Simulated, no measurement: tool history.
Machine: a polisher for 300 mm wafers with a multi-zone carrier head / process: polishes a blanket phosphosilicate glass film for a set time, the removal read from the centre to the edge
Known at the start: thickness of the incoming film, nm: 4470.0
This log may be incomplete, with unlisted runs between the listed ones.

run	hour	flow of slurry (ml/min)	pressure of the head's centre zone	pressure of the head's middle zone	pressure of the head's edge zone	abrasive content of the slurry	polishing time (s)	film removed at the wafer's centre (Å)	film removed at mid-radius (Å)	film removed at the wafer's edge (Å)
1	0	145	1	1	1	1	65	4478.1	4249.4	4439.9
2	5.9	145	1	1	1	1	57	3917.7	3781.7	4019.1
3	6.7	140	0.97	1.01	0.97	0.85	56	3437.4	3387.8	3409.8
4	14.8	140	0.97	1.01	0.97	0.7	56	2982.8	2956.9	3001.6
5	18.9	135	0.93	1.02	0.97	0.7	56	2805.3	2950.1	2933.2
6	22.7	125	0.91	1.03	0.97	0.7	56	2769.5	3022.3	2977
7	26.5	125	0.89	1.03	0.96	0.7	56	2641.2	2990	2979.3

What will run 8 give?
8	30.8	125	0.88	1.03	0.94	0.7	56	?	?	?

film removed at the wafer's centre (Å): 2602
film removed at mid-radius (Å): 2992.3
film removed at the wafer's edge (Å): 2931.1
